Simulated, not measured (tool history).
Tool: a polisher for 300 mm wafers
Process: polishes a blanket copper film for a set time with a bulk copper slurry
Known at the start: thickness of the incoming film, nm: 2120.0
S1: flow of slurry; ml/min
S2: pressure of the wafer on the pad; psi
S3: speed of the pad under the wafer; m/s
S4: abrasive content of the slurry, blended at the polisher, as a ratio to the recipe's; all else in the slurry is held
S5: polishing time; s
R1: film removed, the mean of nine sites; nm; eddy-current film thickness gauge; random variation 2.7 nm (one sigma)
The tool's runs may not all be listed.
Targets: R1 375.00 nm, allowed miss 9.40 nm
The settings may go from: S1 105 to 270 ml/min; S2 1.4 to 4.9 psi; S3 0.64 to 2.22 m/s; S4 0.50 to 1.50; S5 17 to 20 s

run    day   S1   S2    S3    S4  S5      R1
  1  0.000  175  3.1  1.42  1.00  20  327.05
  2  0.333  175  3.1  1.42  1.20  20  337.37
  3  0.638  175  2.3  1.42  1.20  20  258.54
  4  0.917  180  2.4  1.42  1.20  20  271.32
  5  1.212  185  2.5  1.42  1.20  20  277.02
  6  1.500  185  2.5  1.42  1.40  20  291.52
  7  1.825  190  2.6  1.42  1.40  20  299.80
  8  2.183  190  2.7  1.42  1.40  20  310.72
  9  2.283  190  2.8  1.42  1.40  20  320.70
 10  2.404  200  3.1  1.42  1.40  20  349.17
 11  2.612  200  3.2  1.42  1.40  20  358.98

Which of these 5 next moves meets every target?
  A  2.821  185  3.2  1.46  1.35  19   ?
  B  2.821  180  3.0  1.58  1.40  19   ?
  C  2.821  230  3.1  1.62  1.30  19   ?
  D  2.821  170  2.8  1.60  1.30  20   ?
  E  2.821  205  3.4  1.42  1.45  17   ?

move      R1
   A  345.11
   B  347.51
   C  372.85
   D  340.18
   E  327.83
A: further off than the last run
B: further off than the last run
C: meets every target
D: further off than the last run
E: further off than the last run
Move C is the one to make.
